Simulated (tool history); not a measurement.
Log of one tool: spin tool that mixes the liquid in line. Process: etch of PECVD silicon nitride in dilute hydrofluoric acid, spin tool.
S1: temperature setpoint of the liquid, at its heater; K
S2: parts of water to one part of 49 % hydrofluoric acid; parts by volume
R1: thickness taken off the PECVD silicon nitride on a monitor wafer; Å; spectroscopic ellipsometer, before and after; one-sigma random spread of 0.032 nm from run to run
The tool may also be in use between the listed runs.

{"run": 1, "hour": 0.0, "S1": 297.15, "S2": 55, "time under the liquid (s)": 75, "R1": 38.377}
{"run": 2, "hour": 8.0, "S1": 293.65, "S2": 55, "time under the liquid (s)": 75, "R1": 29.968}
{"run": 3, "hour": 15.5, "S1": 293.65, "S2": 55, "time under the liquid (s)": 75, "R1": 30.13}
{"run": 4, "hour": 18.2, "S1": 296.15, "S2": 55, "time under the liquid (s)": 75, "R1": 35.955}
{"run": 5, "hour": 23.4, "S1": 296.15, "S2": 55, "time under the liquid (s)": 75, "R1": 35.689}
{"run": 6, "hour": 31.6, "S1": 297.65, "S2": 55, "time under the liquid (s)": 75, "R1": 39.533}
{"run": 7, "hour": 38.8, "S1": 298.65, "S2": 55, "time under the liquid (s)": 75, "R1": 42.122}

Run 8, settings as shown, results not yet in. Your forecast:
{"run": 8, "hour": 44.3, "S1": 299.65, "S2": 55, "time under the liquid (s)": 75, "R1": "?"}

{"run 8": {"R1": 45.28}}
